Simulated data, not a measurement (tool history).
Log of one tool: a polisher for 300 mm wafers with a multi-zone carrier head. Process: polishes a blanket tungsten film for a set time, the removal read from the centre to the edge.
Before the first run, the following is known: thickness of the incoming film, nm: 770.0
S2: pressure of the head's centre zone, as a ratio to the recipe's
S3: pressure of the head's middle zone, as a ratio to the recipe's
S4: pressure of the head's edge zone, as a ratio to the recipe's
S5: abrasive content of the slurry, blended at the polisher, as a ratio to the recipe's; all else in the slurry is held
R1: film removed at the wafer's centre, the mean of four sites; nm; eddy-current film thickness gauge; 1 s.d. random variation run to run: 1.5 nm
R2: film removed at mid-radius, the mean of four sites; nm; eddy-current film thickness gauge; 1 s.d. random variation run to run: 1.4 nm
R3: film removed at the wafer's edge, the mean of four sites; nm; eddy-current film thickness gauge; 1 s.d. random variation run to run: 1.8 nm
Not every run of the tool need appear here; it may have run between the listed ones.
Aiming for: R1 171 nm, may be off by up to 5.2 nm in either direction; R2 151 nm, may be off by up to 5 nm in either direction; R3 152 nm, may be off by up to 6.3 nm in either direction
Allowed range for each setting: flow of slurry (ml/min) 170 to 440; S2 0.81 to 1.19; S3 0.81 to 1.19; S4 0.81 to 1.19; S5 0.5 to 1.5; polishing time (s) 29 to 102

Run 1, hour 0: flow of slurry (ml/min) 280, S2 1, S3 1, S4 1, S5 1, polishing time (s) 65. Result: R1 271.8 nm, R2 281.45 nm, R3 276.2 nm.
Run 2, hour 4.3: flow of slurry (ml/min) 280, S2 1.01, S3 0.98, S4 0.98, S5 0.9, polishing time (s) 60. Result: R1 245.36 nm, R2 250.44 nm, R3 240.63 nm.
Run 3, hour 8.1: flow of slurry (ml/min) 280, S2 1.01, S3 0.98, S4 0.98, S5 1.05, polishing time (s) 60. Result: R1 256.7 nm, R2 258.48 nm, R3 246.05 nm.
Run 4, hour 9.1: flow of slurry (ml/min) 275, S2 1.01, S3 0.95, S4 0.97, S5 0.95, polishing time (s) 57. Result: R1 233.5 nm, R2 228.11 nm, R3 231.37 nm.
Run 5, hour 16.7: flow of slurry (ml/min) 275, S2 1.06, S3 0.95, S4 0.97, S5 0.95, polishing time (s) 57. Result: R1 242.54 nm, R2 231.72 nm, R3 231.25 nm.
Run 6, hour 21.8: flow of slurry (ml/min) 285, S2 1.07, S3 0.94, S4 0.95, S5 0.85, polishing time (s) 54. Result: R1 230.11 nm, R2 213.36 nm, R3 210.37 nm.
Run 7, hour 22.8: flow of slurry (ml/min) 290, S2 1.06, S3 0.93, S4 0.93, S5 0.8, polishing time (s) 52. Result: R1 217.86 nm, R2 199.27 nm, R3 203.22 nm.
Run 8, hour 28.2: flow of slurry (ml/min) 290, S2 1.06, S3 0.93, S4 0.91, S5 0.75, polishing time (s) 50. Result: R1 204.61 nm, R2 190.2 nm, R3 189.31 nm.
Run 9, hour 33.1: flow of slurry (ml/min) 290, S2 1.06, S3 0.92, S4 0.9, S5 0.7, polishing time (s) 49. Result: R1 198.06 nm, R2 181.79 nm, R3 180.96 nm.
Run 10, hour 39.2: flow of slurry (ml/min) 285, S2 1.06, S3 0.91, S4 0.88, S5 0.65, polishing time (s) 49. Result: R1 191.94 nm, R2 175.46 nm, R3 176.11 nm.
Run 11, hour 46.8: flow of slurry (ml/min) 280, S2 1.06, S3 0.9, S4 0.87, S5 0.6, polishing time (s) 49. Result: R1 188.46 nm, R2 174.1 nm, R3 170.18 nm.
Run 12, hour 51.5: flow of slurry (ml/min) 280, S2 1.06, S3 0.89, S4 0.86, S5 0.6, polishing time (s) 49. Result: R1 188.91 nm, R2 174.14 nm, R3 171.16 nm.
Run 13, hour 59.1: flow of slurry (ml/min) 280, S2 1.06, S3 0.88, S4 0.85, S5 0.6, polishing time (s) 48. Result: R1 185.18 nm, R2 167.31 nm, R3 167.37 nm.
Run 14, hour 62.6: flow of slurry (ml/min) 275, S2 1.06, S3 0.87, S4 0.84, S5 0.6, polishing time (s) 48. Result: R1 186.86 nm, R2 166.25 nm, R3 163.71 nm.
Run 15, hour 65.4: flow of slurry (ml/min) 275, S2 1.05, S3 0.86, S4 0.84, S5 0.6, polishing time (s) 48. Result: R1 183.92 nm, R2 164.41 nm, R3 165.68 nm.
Run 16, hour 70.8: flow of slurry (ml/min) 270, S2 1.05, S3 0.85, S4 0.83, S5 0.6, polishing time (s) 48. Result: R1 180.52 nm, R2 164.22 nm, R3 165.51 nm.
Run 17, hour 77.8: flow of slurry (ml/min) 265, S2 1.05, S3 0.85, S4 0.83, S5 0.6, polishing time (s) 48. Result: R1 178.7 nm, R2 160.58 nm, R3 166.08 nm.
Run 18, hour 84.1: flow of slurry (ml/min) 260, S2 1.09, S3 0.87, S4 0.81, S5 0.5, polishing time (s) 44. Result: R1 163.58 nm, R2 143.11 nm, R3 143.28 nm.
Run 19, hour 89.8: flow of slurry (ml/min) 265, S2 1.09, S3 0.87, S4 0.82, S5 0.5, polishing time (s) 44. Result: R1 163.17 nm, R2 142.94 nm, R3 142.03 nm.
Run 20, hour 95.1: flow of slurry (ml/min) 275, S2 1.09, S3 0.87, S4 0.83, S5 0.5, polishing time (s) 44. Result: R1 166.53 nm, R2 145.75 nm, R3 143.86 nm.
Run 21, hour 101.7: flow of slurry (ml/min) 280, S2 1.09, S3 0.87, S4 0.84, S5 0.5, polishing time (s) 44. Result: R1 167.5 nm, R2 143.28 nm, R3 145.06 nm.

Exercise: of the 4 proposed moves below, exactly one satisfies all targets within the stated allowed misses. Which move is it?
Run A, hour 108.3: flow of slurry (ml/min) 370, S2 1.12, S3 0.86, S4 0.85, S5 0.5, polishing time (s) 41. Result: R1 ?, R2 ?, R3 ?.
Run B, hour 108.3: flow of slurry (ml/min) 270, S2 1.1, S3 0.82, S4 0.91, S5 0.5, polishing time (s) 45. Result: R1 ?, R2 ?, R3 ?.
Run C, hour 108.3: flow of slurry (ml/min) 280, S2 1.07, S3 0.86, S4 0.84, S5 0.65, polishing time (s) 43. Result: R1 ?, R2 ?, R3 ?.
Run D, hour 108.3: flow of slurry (ml/min) 305, S2 1.1, S3 0.87, S4 0.86, S5 0.55, polishing time (s) 41. Result: R1 ?, R2 ?, R3 ?.

move      R1      R2      R3
   A  164.05  135.78  139.84
   B   170.8   140.1  153.57
   C  170.82   148.4  153.15
   D  161.98  137.77  141.97
A: the biggest miss grows against the last run
B: the biggest miss grows against the last run
C: all results in spec
D: the biggest miss grows against the last run
The right move is C.

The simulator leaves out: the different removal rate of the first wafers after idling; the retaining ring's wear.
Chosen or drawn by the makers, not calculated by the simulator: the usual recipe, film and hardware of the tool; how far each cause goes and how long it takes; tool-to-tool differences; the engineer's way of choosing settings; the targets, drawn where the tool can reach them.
